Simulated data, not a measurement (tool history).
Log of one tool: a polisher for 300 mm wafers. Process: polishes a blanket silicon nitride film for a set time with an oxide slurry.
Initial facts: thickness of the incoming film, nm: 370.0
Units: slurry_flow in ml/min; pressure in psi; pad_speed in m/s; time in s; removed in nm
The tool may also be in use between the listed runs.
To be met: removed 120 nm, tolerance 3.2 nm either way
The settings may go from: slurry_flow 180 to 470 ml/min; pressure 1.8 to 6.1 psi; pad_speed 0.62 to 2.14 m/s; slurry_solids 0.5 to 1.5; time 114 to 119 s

Run 1, hour 0: slurry_flow 300 ml/min, pressure 3.9 psi, pad_speed 1.38 m/s, slurry_solids 1, time 114 s. Result: removed 106.13 nm.
Run 2, hour 4.6: slurry_flow 300 ml/min, pressure 4 psi, pad_speed 1.38 m/s, slurry_solids 1, time 114 s. Result: removed 110.46 nm.
Run 3, hour 8.2: slurry_flow 300 ml/min, pressure 3 psi, pad_speed 1.38 m/s, slurry_solids 1, time 114 s. Result: removed 86.115 nm.
Run 4, hour 9.5: slurry_flow 300 ml/min, pressure 3.3 psi, pad_speed 1.38 m/s, slurry_solids 1, time 114 s. Result: removed 95.162 nm.
Run 5, hour 12.7: slurry_flow 300 ml/min, pressure 3.3 psi, pad_speed 1.64 m/s, slurry_solids 1, time 114 s. Result: removed 107.52 nm.
Run 6, hour 20.1: slurry_flow 300 ml/min, pressure 3.4 psi, pad_speed 1.64 m/s, slurry_solids 1, time 114 s. Result: removed 109.84 nm.
Run 7, hour 29: slurry_flow 300 ml/min, pressure 3.5 psi, pad_speed 1.64 m/s, slurry_solids 1, time 114 s. Result: removed 111.45 nm.
Run 8, hour 36: slurry_flow 300 ml/min, pressure 3.6 psi, pad_speed 1.64 m/s, slurry_solids 1, time 114 s. Result: removed 115.9 nm.

Consider the 4 candidate settings below. Which is the only one whose results all fall within their allowed miss of target?
Run A, hour 43: slurry_flow 290 ml/min, pressure 3.6 psi, pad_speed 1.52 m/s, slurry_solids 0.95, time 119 s. Result: removed ?.
Run B, hour 43: slurry_flow 315 ml/min, pressure 3.6 psi, pad_speed 1.64 m/s, slurry_solids 1.05, time 117 s. Result: removed ?.
Run C, hour 43: slurry_flow 310 ml/min, pressure 3.5 psi, pad_speed 1.6 m/s, slurry_solids 1, time 114 s. Result: removed ?.
Run D, hour 43: slurry_flow 395 ml/min, pressure 3.4 psi, pad_speed 1.7 m/s, slurry_solids 0.85, time 119 s. Result: removed ?.

move  removed
   A   109.77
   B   121.04
   C   110.45
   D   111.14
A: further off than the last run
B: all results land within tolerance of their targets
C: further off than the last run
D: further off than the last run
The move that meets every target is B.
